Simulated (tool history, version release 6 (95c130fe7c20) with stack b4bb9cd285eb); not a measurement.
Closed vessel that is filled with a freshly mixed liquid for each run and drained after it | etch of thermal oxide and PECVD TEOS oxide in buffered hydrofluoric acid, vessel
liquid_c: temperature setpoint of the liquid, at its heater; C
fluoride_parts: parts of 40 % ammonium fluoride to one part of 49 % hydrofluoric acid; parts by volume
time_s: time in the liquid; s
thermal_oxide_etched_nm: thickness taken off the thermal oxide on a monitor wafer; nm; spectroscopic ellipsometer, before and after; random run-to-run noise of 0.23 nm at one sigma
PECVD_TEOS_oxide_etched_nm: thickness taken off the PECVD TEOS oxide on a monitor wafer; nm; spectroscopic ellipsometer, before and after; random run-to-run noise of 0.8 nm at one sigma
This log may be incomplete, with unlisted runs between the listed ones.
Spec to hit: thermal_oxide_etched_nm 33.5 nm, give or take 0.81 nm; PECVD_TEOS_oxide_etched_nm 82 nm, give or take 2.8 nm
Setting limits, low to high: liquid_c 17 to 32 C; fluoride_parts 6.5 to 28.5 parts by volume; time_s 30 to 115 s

| run | hour | liquid_c | fluoride_parts | time_s | thermal_oxide_etched_nm | PECVD_TEOS_oxide_etched_nm |
|---|---|---|---|---|---|---|
| 1 | 0 | 24 | 17.5 | 60 | 44.557 | 111.64 |
| 2 | 0.5 | 20.5 | 17.5 | 60 | 36.857 | 89.291 |
| 3 | 8.2 | 20 | 18 | 60 | 34.748 | 84.064 |
| 4 | 11.3 | 22 | 18 | 60 | 39.306 | 93.907 |
| 5 | 19.3 | 20.5 | 17.5 | 60 | 36.986 | 90.001 |
| 6 | 27.7 | 20.5 | 22.5 | 60 | 29.779 | 72.733 |
| 7 | 30.8 | 21.5 | 22.5 | 60 | 31.535 | 77.2 |
| 8 | 39.1 | 22 | 22.5 | 60 | 32.317 | 78.321 |

Of the 4 settings listed for the next run, only one would bring every result within its allowed miss of target. Which one?
| A | 47.4 | 20.5 | 27 | 70 | ? | ? |
| B | 47.4 | 21 | 22 | 60 | ? | ? |
| C | 47.4 | 21.5 | 23 | 65 | ? | ? |
| D | 47.4 | 17 | 28.5 | 90 | ? | ? |

| move | thermal_oxide_etched_nm | PECVD_TEOS_oxide_etched_nm |
|---|---|---|
| A | 30.571 | 74.589 |
| B | 31.042 | 75.737 |
| C | 33.535 | 81.82 |
| D | 31.038 | 75.728 |
A: lands further from the targets than the last run did
B: lands further from the targets than the last run did
C: in spec on every target
D: lands further from the targets than the last run did
Go with C: it meets all targets.
